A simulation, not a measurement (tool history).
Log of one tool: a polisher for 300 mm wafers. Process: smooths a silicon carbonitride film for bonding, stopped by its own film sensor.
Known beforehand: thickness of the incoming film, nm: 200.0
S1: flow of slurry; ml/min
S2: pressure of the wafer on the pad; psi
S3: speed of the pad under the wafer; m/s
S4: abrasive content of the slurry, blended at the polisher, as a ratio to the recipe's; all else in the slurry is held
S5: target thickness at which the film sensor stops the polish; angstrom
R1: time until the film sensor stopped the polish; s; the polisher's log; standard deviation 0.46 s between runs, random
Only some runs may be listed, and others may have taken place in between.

| run | hour | S1 | S2 | S3 | S4 | S5 | R1 |
|---|---|---|---|---|---|---|---|
| 1 | 0.0 | 245 | 2.3 | 1.02 | 1.0 | 1860 | 45.871 |
| 2 | 3.8 | 245 | 1.9 | 1.02 | 1.0 | 1860 | 57.534 |
| 3 | 6.0 | 245 | 2.2 | 1.04 | 1.0 | 1860 | 49.517 |
| 4 | 14.2 | 245 | 2.4 | 1.06 | 1.0 | 1860 | 43.721 |
| 5 | 18.5 | 245 | 2.6 | 1.06 | 1.0 | 1860 | 40.099 |
| 6 | 20.3 | 245 | 2.6 | 1.06 | 1.0 | 1880 | 34.491 |
| 7 | 25.6 | 245 | 2.7 | 1.06 | 1.0 | 1880 | 33.592 |
| 8 | 26.6 | 245 | 2.8 | 1.06 | 1.0 | 1880 | 33.227 |

Forecast run 9:
| 9 | 35.4 | 245 | 2.9 | 1.06 | 1.0 | 1880 | ? |

{"run 9": {"R1": 31.605}}
